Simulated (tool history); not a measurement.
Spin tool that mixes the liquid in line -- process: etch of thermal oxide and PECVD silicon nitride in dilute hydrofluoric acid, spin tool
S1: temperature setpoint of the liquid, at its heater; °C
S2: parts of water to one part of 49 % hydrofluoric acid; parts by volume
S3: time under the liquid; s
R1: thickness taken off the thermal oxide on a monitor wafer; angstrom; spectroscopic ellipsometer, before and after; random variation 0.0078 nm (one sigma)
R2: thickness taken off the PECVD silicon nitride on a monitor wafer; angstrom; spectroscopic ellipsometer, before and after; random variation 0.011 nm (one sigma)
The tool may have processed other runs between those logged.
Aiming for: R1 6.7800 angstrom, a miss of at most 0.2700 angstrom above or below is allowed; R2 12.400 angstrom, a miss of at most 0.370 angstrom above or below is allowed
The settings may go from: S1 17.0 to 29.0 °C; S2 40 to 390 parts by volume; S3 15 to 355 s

run	day	S1	S2	S3	R1	R2
1	0.000	21.0	215	180	27.6240	39.536
2	0.125	21.0	245	180	22.9990	34.804
3	0.221	21.0	265	170	20.1810	30.473
4	0.538	21.0	215	170	25.9650	37.589
5	0.858	21.0	240	160	21.3480	31.624
6	1.204	21.0	260	150	17.9060	27.397
7	1.500	21.0	280	145	15.8430	24.947
8	1.762	21.0	295	140	14.1750	22.656

Which single option among these 4 for the next run brings every result within its allowed miss of target? Just one does.
A	2.025	17.0	145	50	?	?
B	2.025	23.5	380	85	?	?
C	2.025	17.0	190	75	?	?
D	2.025	23.0	390	95	?	?

move	R1	R2
A	10.1280	12.286
B	6.7222	12.450
C	11.1090	14.210
D	7.1351	13.164
A: puts the biggest miss on target and leaves a different result outside tolerance
B: every result lands within tolerance
C: better than the last run, though not everything is in spec
D: better than the last run, though not everything is in spec
Answer: B
